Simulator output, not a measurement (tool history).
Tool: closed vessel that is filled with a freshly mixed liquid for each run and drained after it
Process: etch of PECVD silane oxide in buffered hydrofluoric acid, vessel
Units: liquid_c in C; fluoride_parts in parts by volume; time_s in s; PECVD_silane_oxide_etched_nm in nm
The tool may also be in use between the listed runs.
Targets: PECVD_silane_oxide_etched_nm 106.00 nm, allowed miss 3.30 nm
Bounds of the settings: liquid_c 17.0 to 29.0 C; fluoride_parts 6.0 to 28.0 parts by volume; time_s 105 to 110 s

run	hour	liquid_c	fluoride_parts	time_s	PECVD_silane_oxide_etched_nm
1	0.0	21.0	17.0	105	176.57
2	8.2	18.5	17.0	105	153.52
3	9.3	17.0	17.0	105	141.27
4	11.9	17.0	17.0	110	147.71
5	12.6	17.0	18.0	110	139.68
6	18.3	17.0	22.0	110	118.75
7	22.8	17.0	22.5	110	116.01
8	28.6	17.0	23.0	110	114.41
9	36.9	17.0	23.5	110	112.29
10	38.4	17.0	24.5	110	107.85

4 next moves are on the table. One of them brings every result within its allowed miss. Which?
A	39.9	17.0	24.0	105	?
B	39.9	17.0	22.0	105	?
C	39.9	18.0	25.5	110	?
D	39.9	17.5	23.0	110	?

move	PECVD_silane_oxide_etched_nm
A	104.21
B	110.68
C	110.84
D	115.70
A: meets every target
B: further off than the last run
C: further off than the last run
D: further off than the last run
The right move is A.
